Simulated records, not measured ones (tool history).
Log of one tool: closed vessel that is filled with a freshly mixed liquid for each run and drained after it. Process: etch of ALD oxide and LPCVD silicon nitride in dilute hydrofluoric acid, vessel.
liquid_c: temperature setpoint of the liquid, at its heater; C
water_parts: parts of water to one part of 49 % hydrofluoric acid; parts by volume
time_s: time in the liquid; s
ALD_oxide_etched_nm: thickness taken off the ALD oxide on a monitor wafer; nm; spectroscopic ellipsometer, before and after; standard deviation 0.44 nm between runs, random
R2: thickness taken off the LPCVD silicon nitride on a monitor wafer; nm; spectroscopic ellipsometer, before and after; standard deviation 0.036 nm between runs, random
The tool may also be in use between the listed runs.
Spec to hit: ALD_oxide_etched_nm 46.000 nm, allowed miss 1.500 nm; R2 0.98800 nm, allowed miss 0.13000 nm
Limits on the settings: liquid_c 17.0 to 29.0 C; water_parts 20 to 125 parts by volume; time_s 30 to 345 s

Run 1, hour 0.0: liquid_c 21.0 C, water_parts 70 parts by volume, time_s 175 s. Result: ALD_oxide_etched_nm 55.544 nm, R2 1.07280 nm.
Run 2, hour 8.4: liquid_c 21.0 C, water_parts 75 parts by volume, time_s 175 s. Result: ALD_oxide_etched_nm 52.751 nm, R2 0.96995 nm.
Run 3, hour 15.5: liquid_c 17.5 C, water_parts 75 parts by volume, time_s 175 s. Result: ALD_oxide_etched_nm 45.728 nm, R2 0.78232 nm.
Run 4, hour 22.8: liquid_c 18.5 C, water_parts 75 parts by volume, time_s 175 s. Result: ALD_oxide_etched_nm 46.972 nm, R2 0.79519 nm.
Run 5, hour 30.0: liquid_c 17.0 C, water_parts 75 parts by volume, time_s 175 s. Result: ALD_oxide_etched_nm 44.004 nm, R2 0.72904 nm.
Run 6, hour 33.3: liquid_c 17.0 C, water_parts 75 parts by volume, time_s 130 s. Result: ALD_oxide_etched_nm 32.808 nm, R2 0.54750 nm.
Run 7, hour 40.8: liquid_c 18.5 C, water_parts 75 parts by volume, time_s 130 s. Result: ALD_oxide_etched_nm 35.242 nm, R2 0.61729 nm.
Run 8, hour 42.6: liquid_c 19.5 C, water_parts 75 parts by volume, time_s 130 s. Result: ALD_oxide_etched_nm 36.368 nm, R2 0.62906 nm.
Run 9, hour 43.8: liquid_c 21.0 C, water_parts 75 parts by volume, time_s 130 s. Result: ALD_oxide_etched_nm 38.902 nm, R2 0.70494 nm.
Run 10, hour 45.1: liquid_c 22.0 C, water_parts 75 parts by volume, time_s 130 s. Result: ALD_oxide_etched_nm 40.873 nm, R2 0.82426 nm.
Run 11, hour 51.1: liquid_c 22.5 C, water_parts 75 parts by volume, time_s 130 s. Result: ALD_oxide_etched_nm 41.195 nm, R2 0.81678 nm.
Run 12, hour 59.3: liquid_c 23.0 C, water_parts 75 parts by volume, time_s 130 s. Result: ALD_oxide_etched_nm 42.088 nm, R2 0.90735 nm.

Which single option among these 4 for the next run brings every result within its allowed miss of target? Just one does.
Run A, hour 67.5: liquid_c 22.0 C, water_parts 80 parts by volume, time_s 140 s. Result: ALD_oxide_etched_nm ?, R2 ?.
Run B, hour 67.5: liquid_c 26.5 C, water_parts 95 parts by volume, time_s 160 s. Result: ALD_oxide_etched_nm ?, R2 ?.
Run C, hour 67.5: liquid_c 19.0 C, water_parts 60 parts by volume, time_s 130 s. Result: ALD_oxide_etched_nm ?, R2 ?.
Run D, hour 67.5: liquid_c 24.0 C, water_parts 70 parts by volume, time_s 135 s. Result: ALD_oxide_etched_nm ?, R2 ?.

move  ALD_oxide_etched_nm       R2
   A               40.540  0.78375
   B               45.815  1.01810
   C               45.349  0.78442
   D               49.075  0.98557
A: moves away from the targets compared with the last run
B: every result within its allowed miss
C: puts the biggest miss on target and leaves a different result outside tolerance
D: pushes the last run's worst result past its target
Answer: B
